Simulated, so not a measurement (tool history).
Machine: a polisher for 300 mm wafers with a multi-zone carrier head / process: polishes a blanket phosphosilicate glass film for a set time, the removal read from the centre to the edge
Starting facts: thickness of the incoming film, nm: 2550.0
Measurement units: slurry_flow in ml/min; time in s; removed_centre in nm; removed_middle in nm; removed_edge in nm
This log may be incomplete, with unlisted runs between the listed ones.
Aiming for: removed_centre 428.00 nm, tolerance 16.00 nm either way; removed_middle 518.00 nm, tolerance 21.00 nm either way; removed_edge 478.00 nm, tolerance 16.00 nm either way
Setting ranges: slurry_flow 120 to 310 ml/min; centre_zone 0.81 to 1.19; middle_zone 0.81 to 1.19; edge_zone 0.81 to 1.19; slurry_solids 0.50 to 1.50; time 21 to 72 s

run 1 hour=0.0 | slurry_flow=200 centre_zone=1.00 middle_zone=1.00 edge_zone=1.00 slurry_solids=1.00 time=46 | removed_centre=531.68 removed_middle=535.51 removed_edge=557.64
run 2 hour=8.1 | slurry_flow=195 centre_zone=0.98 middle_zone=1.01 edge_zone=0.98 slurry_solids=1.00 time=46 | removed_centre=502.40 removed_middle=544.86 removed_edge=554.60
run 3 hour=13.5 | slurry_flow=195 centre_zone=0.98 middle_zone=1.01 edge_zone=0.96 slurry_solids=0.95 time=46 | removed_centre=494.76 removed_middle=519.27 removed_edge=543.49
run 4 hour=14.2 | slurry_flow=195 centre_zone=0.98 middle_zone=1.04 edge_zone=0.95 slurry_solids=0.90 time=46 | removed_centre=490.65 removed_middle=530.57 removed_edge=511.45
run 5 hour=15.0 | slurry_flow=195 centre_zone=0.98 middle_zone=1.04 edge_zone=0.95 slurry_solids=1.10 time=46 | removed_centre=535.66 removed_middle=569.24 removed_edge=557.92
run 6 hour=21.9 | slurry_flow=195 centre_zone=0.98 middle_zone=1.04 edge_zone=0.95 slurry_solids=1.25 time=46 | removed_centre=558.74 removed_middle=609.19 removed_edge=594.09
run 7 hour=29.7 | slurry_flow=190 centre_zone=0.97 middle_zone=1.04 edge_zone=0.93 slurry_solids=1.20 time=46 | removed_centre=545.74 removed_middle=587.77 removed_edge=576.31
run 8 hour=35.7 | slurry_flow=185 centre_zone=0.96 middle_zone=1.05 edge_zone=0.92 slurry_solids=1.15 time=46 | removed_centre=540.31 removed_middle=587.24 removed_edge=552.79
run 9 hour=41.4 | slurry_flow=185 centre_zone=0.96 middle_zone=1.05 edge_zone=0.92 slurry_solids=1.15 time=46 | removed_centre=530.90 removed_middle=583.07 removed_edge=563.36
run 10 hour=45.9 | slurry_flow=185 centre_zone=0.95 middle_zone=1.06 edge_zone=0.91 slurry_solids=1.10 time=46 | removed_centre=518.99 removed_middle=582.00 removed_edge=549.50
run 11 hour=52.3 | slurry_flow=185 centre_zone=0.95 middle_zone=1.06 edge_zone=0.91 slurry_solids=1.10 time=46 | removed_centre=526.27 removed_middle=581.89 removed_edge=553.77
run 12 hour=58.6 | slurry_flow=185 centre_zone=0.95 middle_zone=1.06 edge_zone=0.91 slurry_solids=1.10 time=46 | removed_centre=520.47 removed_middle=582.14 removed_edge=549.23

Of the 5 settings listed for the next run, only one would bring every result within its allowed miss of target. Which one?
run A hour=64.9 | slurry_flow=185 centre_zone=0.85 middle_zone=1.16 edge_zone=0.96 slurry_solids=1.20 time=44 | removed_centre=? removed_middle=? removed_edge=?
run B hour=64.9 | slurry_flow=195 centre_zone=0.89 middle_zone=0.81 edge_zone=1.02 slurry_solids=0.95 time=56 | removed_centre=? removed_middle=? removed_edge=?
run C hour=64.9 | slurry_flow=220 centre_zone=0.90 middle_zone=1.09 edge_zone=0.93 slurry_solids=1.15 time=38 | removed_centre=? removed_middle=? removed_edge=?
run D hour=64.9 | slurry_flow=190 centre_zone=1.00 middle_zone=1.06 edge_zone=0.86 slurry_solids=1.05 time=51 | removed_centre=? removed_middle=? removed_edge=?
run E hour=64.9 | slurry_flow=165 centre_zone=1.19 middle_zone=1.00 edge_zone=0.82 slurry_solids=1.30 time=39 | removed_centre=? removed_middle=? removed_edge=?

move=A removed_centre=460.04 removed_middle=618.26 removed_edge=562.27
move=B removed_centre=558.03 removed_middle=532.29 removed_edge=676.97
move=C removed_centre=421.03 removed_middle=507.59 removed_edge=477.57
move=D removed_centre=589.94 removed_middle=630.56 removed_edge=588.19
move=E removed_centre=566.47 removed_middle=490.01 removed_edge=472.68
A: nearer the targets than the last run, but a result is still out of spec
B: further off than the last run
C: each result inside its tolerance
D: further off than the last run
E: further off than the last run
Correct choice: C, which meets every target
